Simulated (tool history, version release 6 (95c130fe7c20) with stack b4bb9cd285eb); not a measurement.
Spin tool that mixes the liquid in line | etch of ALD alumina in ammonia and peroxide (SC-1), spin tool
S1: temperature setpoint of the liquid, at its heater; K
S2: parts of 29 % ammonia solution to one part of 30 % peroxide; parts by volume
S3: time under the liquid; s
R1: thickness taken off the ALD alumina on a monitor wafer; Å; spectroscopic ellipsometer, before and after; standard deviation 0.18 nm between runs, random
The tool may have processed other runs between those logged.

run 1 hour=0.0 | S1=320.15 S2=0.45 S3=280 | R1=143.81
run 2 hour=6.0 | S1=320.15 S2=0.60 S3=280 | R1=150.42
run 3 hour=10.4 | S1=323.65 S2=0.60 S3=280 | R1=178.69
run 4 hour=12.3 | S1=325.15 S2=0.60 S3=280 | R1=195.85
run 5 hour=17.2 | S1=326.15 S2=0.60 S3=280 | R1=202.85
run 6 hour=25.4 | S1=327.15 S2=0.60 S3=280 | R1=215.16

For run 7, what comes out?
run 7 hour=28.2 | S1=327.65 S2=0.60 S3=280 | R1=?

{"run 7": {"R1": 223.27}}
